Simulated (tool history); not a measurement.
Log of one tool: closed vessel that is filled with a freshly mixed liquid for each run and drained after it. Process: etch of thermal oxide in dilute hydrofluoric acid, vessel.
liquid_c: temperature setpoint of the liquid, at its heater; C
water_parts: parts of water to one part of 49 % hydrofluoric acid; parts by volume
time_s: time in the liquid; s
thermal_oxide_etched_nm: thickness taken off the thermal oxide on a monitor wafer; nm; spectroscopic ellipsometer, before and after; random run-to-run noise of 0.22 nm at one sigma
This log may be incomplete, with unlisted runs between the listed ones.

run	day	liquid_c	water_parts	time_s	thermal_oxide_etched_nm
1	0	26	95	1010	54.381
2	0.088	25	95	1010	52.457
3	0.325	28	95	1010	59.256
4	0.446	27	95	1010	57.51
5	0.692	27	95	1080	60.343
6	0.933	30	95	1080	68.453
7	1.296	30	95	1080	67.333
8	1.404	29	95	1080	66.211
9	1.542	28	95	1080	63.325

What does the tool deliver on the next run?
10	1.625	24	105	1080	?

thermal_oxide_etched_nm: 48.088 nm

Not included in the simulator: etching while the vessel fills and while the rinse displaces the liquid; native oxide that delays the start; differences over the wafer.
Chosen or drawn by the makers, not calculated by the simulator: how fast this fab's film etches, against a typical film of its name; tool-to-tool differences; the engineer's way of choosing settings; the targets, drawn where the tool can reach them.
